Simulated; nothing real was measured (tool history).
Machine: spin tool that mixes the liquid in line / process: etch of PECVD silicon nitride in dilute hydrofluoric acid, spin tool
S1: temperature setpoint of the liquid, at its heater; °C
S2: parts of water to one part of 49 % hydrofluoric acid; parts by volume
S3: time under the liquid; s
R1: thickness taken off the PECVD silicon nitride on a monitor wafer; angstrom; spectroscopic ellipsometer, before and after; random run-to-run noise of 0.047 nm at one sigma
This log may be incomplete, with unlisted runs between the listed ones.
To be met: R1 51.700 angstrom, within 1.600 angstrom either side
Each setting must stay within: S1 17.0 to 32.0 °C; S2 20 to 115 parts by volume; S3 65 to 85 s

run,day,S1,S2,S3,R1
1,0.000,24.0,65,85,30.823
2,0.288,24.0,50,85,40.141
3,0.583,26.0,50,85,45.029
4,0.925,26.0,50,85,45.915
5,1.054,26.5,50,85,47.085
6,1.362,25.0,50,85,42.353
7,1.729,25.5,50,85,43.817
8,1.992,26.0,50,85,45.834
9,2.121,26.5,50,85,46.699
10,2.267,27.0,50,85,47.934
11,2.521,27.5,50,85,49.571

Which one of the following 5 next-run settings gets every result inside its allowed miss? There is exactly one.
A,2.775,25.5,30,65,?
B,2.775,27.0,50,85,?
C,2.775,29.0,55,80,?
D,2.775,28.0,45,70,?
E,2.775,27.5,45,80,?

move,R1
A,56.145
B,49.356
C,48.217
D,48.145
E,53.239
A: moves the result that the last run missed by most past its target, out the other side
B: further off than the last run
C: further off than the last run
D: further off than the last run
E: meets every target
Go with E: it meets all targets.
